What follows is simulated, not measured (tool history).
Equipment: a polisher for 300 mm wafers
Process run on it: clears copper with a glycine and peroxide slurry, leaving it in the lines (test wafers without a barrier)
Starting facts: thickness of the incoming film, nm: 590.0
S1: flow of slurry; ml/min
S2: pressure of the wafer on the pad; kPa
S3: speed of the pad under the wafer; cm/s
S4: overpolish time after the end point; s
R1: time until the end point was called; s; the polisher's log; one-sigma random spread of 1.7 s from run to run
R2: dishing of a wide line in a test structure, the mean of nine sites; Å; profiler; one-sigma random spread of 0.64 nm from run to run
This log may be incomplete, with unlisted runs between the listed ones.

run	hour	S1	S2	S3	S4	R1	R2
1	0	250	12.4	112	15	121.12	425.49
2	6.6	250	11.7	112	15	123.08	411.38
3	8.4	250	9.7	112	15	131.36	392.4
4	14.3	250	9.7	112	12	136.72	332.74
5	21.4	250	9.7	112	7	132.88	217.79
6	23.8	250	9	110	8	139.58	234.9
7	32	250	8.3	110	9	144.72	254.21
8	34.6	250	7.6	110	10	151.58	272.19

Run 9, settings as shown, results not yet in. Your forecast:
9	41.4	250	6.9	110	11	?	?

R1: 155.35 s
R2: 277.27 Å
